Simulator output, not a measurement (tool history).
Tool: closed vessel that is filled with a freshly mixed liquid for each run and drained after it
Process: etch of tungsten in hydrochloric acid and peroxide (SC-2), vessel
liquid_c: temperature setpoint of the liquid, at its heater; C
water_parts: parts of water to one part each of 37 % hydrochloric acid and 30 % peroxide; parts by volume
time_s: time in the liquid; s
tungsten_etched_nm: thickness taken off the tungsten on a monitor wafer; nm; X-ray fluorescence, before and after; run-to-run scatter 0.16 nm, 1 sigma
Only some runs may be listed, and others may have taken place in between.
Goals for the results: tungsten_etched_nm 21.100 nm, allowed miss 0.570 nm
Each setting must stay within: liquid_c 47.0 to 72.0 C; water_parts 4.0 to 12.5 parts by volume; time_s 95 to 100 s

run,hour,liquid_c,water_parts,time_s,tungsten_etched_nm
1,0.0,63.0,7.0,95,62.399
2,8.4,59.5,7.0,95,50.029
3,11.0,59.5,5.0,95,64.465
4,13.6,59.5,5.0,100,67.608
5,15.2,59.5,5.0,100,68.244
6,22.8,59.5,5.0,100,67.667
7,29.1,57.0,5.5,100,54.834
8,37.1,55.0,6.0,100,44.495
9,39.4,53.5,6.5,100,38.430
10,44.5,47.0,8.5,100,20.082

5 next moves are on the table. One of them brings every result within its allowed miss. Which?
A,49.6,47.5,8.5,95,?
B,49.6,49.0,9.5,95,?
C,49.6,48.5,9.0,100,?
D,49.6,48.0,9.0,95,?
E,49.6,51.5,11.5,95,?

move,tungsten_etched_nm
A,19.787
B,19.988
C,21.270
D,19.537
E,20.111
A: moves away from the targets compared with the last run
B: moves away from the targets compared with the last run
C: every result lands within tolerance
D: moves away from the targets compared with the last run
E: about the same distance from the targets as the last run
C is the move that brings every result within its allowed miss.

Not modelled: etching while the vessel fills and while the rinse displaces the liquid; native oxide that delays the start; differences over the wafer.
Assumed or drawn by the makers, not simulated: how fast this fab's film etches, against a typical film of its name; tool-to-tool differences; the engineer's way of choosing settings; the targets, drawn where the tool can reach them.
